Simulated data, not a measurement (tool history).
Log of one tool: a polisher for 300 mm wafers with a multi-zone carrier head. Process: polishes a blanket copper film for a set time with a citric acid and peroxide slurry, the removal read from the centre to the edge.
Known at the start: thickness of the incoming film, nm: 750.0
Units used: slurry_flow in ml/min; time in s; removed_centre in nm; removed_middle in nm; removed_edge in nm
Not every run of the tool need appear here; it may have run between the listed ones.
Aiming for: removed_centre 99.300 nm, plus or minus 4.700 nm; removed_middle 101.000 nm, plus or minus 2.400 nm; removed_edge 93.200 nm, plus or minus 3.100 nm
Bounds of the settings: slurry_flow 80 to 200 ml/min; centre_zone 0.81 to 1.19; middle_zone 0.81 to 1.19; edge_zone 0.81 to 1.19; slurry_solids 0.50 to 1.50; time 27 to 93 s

{"run": 1, "day": 0.0, "slurry_flow": 130, "centre_zone": 1.0, "middle_zone": 1.0, "edge_zone": 1.0, "slurry_solids": 1.0, "time": 59, "removed_centre": 73.844, "removed_middle": 75.695, "removed_edge": 72.481}
{"run": 2, "day": 0.204, "slurry_flow": 130, "centre_zone": 1.0, "middle_zone": 1.0, "edge_zone": 1.0, "slurry_solids": 1.1, "time": 59, "removed_centre": 74.877, "removed_middle": 78.33, "removed_edge": 74.016}
{"run": 3, "day": 0.417, "slurry_flow": 145, "centre_zone": 1.04, "middle_zone": 1.02, "edge_zone": 1.05, "slurry_solids": 1.2, "time": 60, "removed_centre": 83.808, "removed_middle": 83.5, "removed_edge": 80.716}
{"run": 4, "day": 0.767, "slurry_flow": 115, "centre_zone": 1.04, "middle_zone": 1.02, "edge_zone": 1.05, "slurry_solids": 1.2, "time": 60, "removed_centre": 76.18, "removed_middle": 78.771, "removed_edge": 76.008}
{"run": 5, "day": 0.95, "slurry_flow": 140, "centre_zone": 1.05, "middle_zone": 1.05, "edge_zone": 1.07, "slurry_solids": 1.25, "time": 60, "removed_centre": 83.933, "removed_middle": 85.768, "removed_edge": 80.633}
{"run": 6, "day": 1.3, "slurry_flow": 140, "centre_zone": 1.05, "middle_zone": 1.05, "edge_zone": 1.07, "slurry_solids": 1.25, "time": 67, "removed_centre": 94.8, "removed_middle": 95.339, "removed_edge": 88.687}
{"run": 7, "day": 1.625, "slurry_flow": 145, "centre_zone": 1.04, "middle_zone": 1.05, "edge_zone": 1.08, "slurry_solids": 1.25, "time": 67, "removed_centre": 94.124, "removed_middle": 95.421, "removed_edge": 90.589}
{"run": 8, "day": 1.654, "slurry_flow": 150, "centre_zone": 1.04, "middle_zone": 1.06, "edge_zone": 1.08, "slurry_solids": 1.25, "time": 67, "removed_centre": 94.137, "removed_middle": 98.427, "removed_edge": 89.785}
{"run": 9, "day": 1.746, "slurry_flow": 155, "centre_zone": 1.04, "middle_zone": 1.06, "edge_zone": 1.08, "slurry_solids": 1.25, "time": 67, "removed_centre": 93.869, "removed_middle": 96.475, "removed_edge": 90.918}

Of the 4 settings listed for the next run, only one would bring every result within its allowed miss of target. Which one?
{"run": "A", "day": 1.838, "slurry_flow": 155, "centre_zone": 0.9, "middle_zone": 1.06, "edge_zone": 1.08, "slurry_solids": 1.2, "time": 68, "removed_centre": "?", "removed_middle": "?", "removed_edge": "?"}
{"run": "B", "day": 1.838, "slurry_flow": 185, "centre_zone": 0.93, "middle_zone": 0.97, "edge_zone": 1.08, "slurry_solids": 0.95, "time": 71, "removed_centre": "?", "removed_middle": "?", "removed_edge": "?"}
{"run": "C", "day": 1.838, "slurry_flow": 105, "centre_zone": 1.1, "middle_zone": 1.11, "edge_zone": 1.1, "slurry_solids": 1.25, "time": 73, "removed_centre": "?", "removed_middle": "?", "removed_edge": "?"}
{"run": "D", "day": 1.838, "slurry_flow": 155, "centre_zone": 1.06, "middle_zone": 1.0, "edge_zone": 1.14, "slurry_solids": 1.25, "time": 67, "removed_centre": "?", "removed_middle": "?", "removed_edge": "?"}

move=A removed_centre=82.350 removed_middle=99.153 removed_edge=92.636
move=B removed_centre=88.744 removed_middle=95.567 removed_edge=95.558
move=C removed_centre=97.693 removed_middle=101.180 removed_edge=94.357
move=D removed_centre=96.282 removed_middle=93.516 removed_edge=94.267
A: brings the last run's worst result on target, with another outside its allowed miss
B: lands further from the targets than the last run did
C: meets every target
D: lands further from the targets than the last run did
Answer: C

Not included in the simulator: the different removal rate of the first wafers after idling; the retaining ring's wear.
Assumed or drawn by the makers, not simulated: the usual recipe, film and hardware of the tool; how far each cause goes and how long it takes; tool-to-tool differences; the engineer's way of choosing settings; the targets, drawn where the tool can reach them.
